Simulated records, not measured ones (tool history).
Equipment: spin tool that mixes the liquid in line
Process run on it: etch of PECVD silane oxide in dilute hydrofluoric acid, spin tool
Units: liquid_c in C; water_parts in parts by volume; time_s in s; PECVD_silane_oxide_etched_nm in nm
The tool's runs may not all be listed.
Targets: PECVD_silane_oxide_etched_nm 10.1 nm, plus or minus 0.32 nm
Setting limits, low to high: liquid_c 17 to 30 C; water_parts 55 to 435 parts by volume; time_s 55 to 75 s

run,day,liquid_c,water_parts,time_s,PECVD_silane_oxide_etched_nm
1,0,22,245,75,7.9537
2,0.133,22,165,75,12.999
3,0.188,22,165,75,13.089
4,0.412,21,170,75,12.272
5,0.775,20,175,75,11.05
6,1.058,20,175,75,11.283
7,1.425,19.5,175,75,10.804
8,1.562,19,175,75,10.725
9,1.696,19,175,75,10.758
10,1.929,18.5,175,75,10.541

Which one of the following 4 next-run settings gets every result inside its allowed miss? There is exactly one.
A,2.162,17.5,155,65,?
B,2.162,19.5,165,70,?
C,2.162,21,170,70,?
D,2.162,17.5,135,65,?

move,PECVD_silane_oxide_etched_nm
A,10.155
B,11.023
C,11.29
D,11.892
A: all results in spec
B: the biggest miss grows against the last run
C: the biggest miss grows against the last run
D: the biggest miss grows against the last run
Correct choice: A, which meets every target
